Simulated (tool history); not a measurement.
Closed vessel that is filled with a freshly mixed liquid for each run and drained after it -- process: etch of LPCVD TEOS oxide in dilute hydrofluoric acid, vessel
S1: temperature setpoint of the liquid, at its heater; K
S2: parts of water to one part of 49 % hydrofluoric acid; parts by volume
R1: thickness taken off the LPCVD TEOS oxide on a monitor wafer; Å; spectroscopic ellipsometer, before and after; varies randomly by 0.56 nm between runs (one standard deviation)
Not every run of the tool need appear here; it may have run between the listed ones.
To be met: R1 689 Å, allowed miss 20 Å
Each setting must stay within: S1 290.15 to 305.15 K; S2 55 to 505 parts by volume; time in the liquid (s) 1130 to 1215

{"run": 1, "hour": 0.0, "S1": 297.15, "S2": 280, "time in the liquid (s)": 1130, "R1": 619.29}
{"run": 2, "hour": 3.8, "S1": 298.15, "S2": 280, "time in the liquid (s)": 1130, "R1": 624.85}
{"run": 3, "hour": 4.9, "S1": 299.15, "S2": 280, "time in the liquid (s)": 1130, "R1": 659.03}
{"run": 4, "hour": 12.8, "S1": 299.15, "S2": 280, "time in the liquid (s)": 1130, "R1": 660.1}
{"run": 5, "hour": 18.1, "S1": 299.65, "S2": 280, "time in the liquid (s)": 1130, "R1": 672.53}
{"run": 6, "hour": 19.4, "S1": 299.65, "S2": 185, "time in the liquid (s)": 1130, "R1": 1117.6}
{"run": 7, "hour": 23.4, "S1": 296.65, "S2": 195, "time in the liquid (s)": 1130, "R1": 940.96}
{"run": 8, "hour": 24.4, "S1": 294.65, "S2": 200, "time in the liquid (s)": 1130, "R1": 841.99}
{"run": 9, "hour": 31.0, "S1": 293.15, "S2": 205, "time in the liquid (s)": 1130, "R1": 762.5}

Pick the move, out of 5, that brings all results within their allowed miss; only one does.
{"run": "A", "hour": 37.6, "S1": 292.65, "S2": 205, "time in the liquid (s)": 1215, "R1": "?"}
{"run": "B", "hour": 37.6, "S1": 292.15, "S2": 195, "time in the liquid (s)": 1215, "R1": "?"}
{"run": "C", "hour": 37.6, "S1": 293.15, "S2": 175, "time in the liquid (s)": 1130, "R1": "?"}
{"run": "D", "hour": 37.6, "S1": 294.15, "S2": 205, "time in the liquid (s)": 1150, "R1": "?"}
{"run": "E", "hour": 37.6, "S1": 290.15, "S2": 210, "time in the liquid (s)": 1155, "R1": "?"}

move=A R1=825.51
move=B R1=858.74
move=C R1=943.23
move=D R1=828.08
move=E R1=690.93
A: the biggest miss grows against the last run
B: the biggest miss grows against the last run
C: the biggest miss grows against the last run
D: the biggest miss grows against the last run
E: every result within its allowed miss
E meets every target.
